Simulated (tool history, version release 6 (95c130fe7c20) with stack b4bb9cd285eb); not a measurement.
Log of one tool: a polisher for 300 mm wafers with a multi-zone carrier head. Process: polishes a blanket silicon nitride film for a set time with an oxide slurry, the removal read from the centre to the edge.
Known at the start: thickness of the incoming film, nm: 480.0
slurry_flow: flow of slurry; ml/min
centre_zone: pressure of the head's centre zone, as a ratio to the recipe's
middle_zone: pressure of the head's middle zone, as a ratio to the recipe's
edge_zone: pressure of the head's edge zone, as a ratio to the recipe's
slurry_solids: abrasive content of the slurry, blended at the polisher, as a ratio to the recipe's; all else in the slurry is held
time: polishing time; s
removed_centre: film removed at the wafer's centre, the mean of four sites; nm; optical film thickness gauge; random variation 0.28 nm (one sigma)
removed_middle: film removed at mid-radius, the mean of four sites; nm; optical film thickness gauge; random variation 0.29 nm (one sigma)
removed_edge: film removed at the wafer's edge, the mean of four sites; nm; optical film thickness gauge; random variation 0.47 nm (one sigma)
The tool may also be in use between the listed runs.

{"run": 1, "hour": 0.0, "slurry_flow": 195, "centre_zone": 1.0, "middle_zone": 1.0, "edge_zone": 1.0, "slurry_solids": 1.0, "time": 38, "removed_centre": 19.077, "removed_middle": 18.705, "removed_edge": 19.198}
{"run": 2, "hour": 4.5, "slurry_flow": 195, "centre_zone": 1.0, "middle_zone": 1.0, "edge_zone": 1.0, "slurry_solids": 1.1, "time": 38, "removed_centre": 20.218, "removed_middle": 20.388, "removed_edge": 20.383}
{"run": 3, "hour": 10.7, "slurry_flow": 195, "centre_zone": 1.0, "middle_zone": 1.0, "edge_zone": 1.0, "slurry_solids": 1.1, "time": 33, "removed_centre": 17.573, "removed_middle": 17.193, "removed_edge": 18.057}
{"run": 4, "hour": 11.9, "slurry_flow": 205, "centre_zone": 1.03, "middle_zone": 1.0, "edge_zone": 1.04, "slurry_solids": 1.2, "time": 35, "removed_centre": 20.179, "removed_middle": 20.044, "removed_edge": 20.546}
{"run": 5, "hour": 15.6, "slurry_flow": 205, "centre_zone": 1.03, "middle_zone": 1.0, "edge_zone": 1.0, "slurry_solids": 1.2, "time": 35, "removed_centre": 20.527, "removed_middle": 19.809, "removed_edge": 20.412}
{"run": 6, "hour": 20.7, "slurry_flow": 220, "centre_zone": 1.06, "middle_zone": 0.99, "edge_zone": 1.04, "slurry_solids": 1.25, "time": 36, "removed_centre": 22.439, "removed_middle": 20.701, "removed_edge": 21.709}
{"run": 7, "hour": 24.5, "slurry_flow": 225, "centre_zone": 1.07, "middle_zone": 0.99, "edge_zone": 1.07, "slurry_solids": 1.3, "time": 38, "removed_centre": 24.069, "removed_middle": 22.781, "removed_edge": 23.425}
{"run": 8, "hour": 26.9, "slurry_flow": 220, "centre_zone": 1.13, "middle_zone": 0.9, "edge_zone": 1.16, "slurry_solids": 1.5, "time": 48, "removed_centre": 34.441, "removed_middle": 28.342, "removed_edge": 33.368}

Run 9 comes next. What will it give?
{"run": 9, "hour": 31.4, "slurry_flow": 220, "centre_zone": 1.13, "middle_zone": 0.9, "edge_zone": 1.16, "slurry_solids": 1.5, "time": 48, "removed_centre": "?", "removed_middle": "?", "removed_edge": "?"}

removed_centre: 34.194 nm
removed_middle: 27.888 nm
removed_edge: 32.986 nm

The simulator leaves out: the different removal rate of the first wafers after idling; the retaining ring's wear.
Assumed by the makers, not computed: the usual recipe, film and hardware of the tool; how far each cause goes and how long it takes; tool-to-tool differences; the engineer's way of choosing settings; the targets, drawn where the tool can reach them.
